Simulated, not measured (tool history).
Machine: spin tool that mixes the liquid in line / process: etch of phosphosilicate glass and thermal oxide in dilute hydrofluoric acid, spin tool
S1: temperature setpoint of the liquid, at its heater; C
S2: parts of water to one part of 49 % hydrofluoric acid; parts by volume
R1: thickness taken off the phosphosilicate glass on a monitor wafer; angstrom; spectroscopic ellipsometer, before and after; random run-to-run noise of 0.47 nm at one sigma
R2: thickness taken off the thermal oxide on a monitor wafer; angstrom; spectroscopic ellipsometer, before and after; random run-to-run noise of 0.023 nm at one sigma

Run 1, hour 0: S1 20 C, S2 45 parts by volume, time under the liquid (s) 30. Result: R1 756.75 angstrom, R2 27.045 angstrom.
Run 2, hour 4.1: S1 19.5 C, S2 45 parts by volume, time under the liquid (s) 30. Result: R1 737.49 angstrom, R2 26.467 angstrom.
Run 3, hour 5: S1 18 C, S2 45 parts by volume, time under the liquid (s) 30. Result: R1 704.35 angstrom, R2 25.132 angstrom.
Run 4, hour 6.9: S1 20 C, S2 45 parts by volume, time under the liquid (s) 30. Result: R1 747.83 angstrom, R2 26.842 angstrom.
Run 5, hour 12.6: S1 20 C, S2 45 parts by volume, time under the liquid (s) 40. Result: R1 1000.7 angstrom, R2 35.766 angstrom.
Run 6, hour 19.8: S1 19.5 C, S2 45 parts by volume, time under the liquid (s) 40. Result: R1 991.85 angstrom, R2 35.37 angstrom.
Run 7, hour 25.4: S1 19 C, S2 45 parts by volume, time under the liquid (s) 40. Result: R1 965.83 angstrom, R2 34.917 angstrom.

Run 8 comes next. What will it give?
Run 8, hour 32.9: S1 17 C, S2 60 parts by volume, time under the liquid (s) 40. Result: R1 ?, R2 ?.

{"run 8": {"R1": 654.85, "R2": 23.153}}

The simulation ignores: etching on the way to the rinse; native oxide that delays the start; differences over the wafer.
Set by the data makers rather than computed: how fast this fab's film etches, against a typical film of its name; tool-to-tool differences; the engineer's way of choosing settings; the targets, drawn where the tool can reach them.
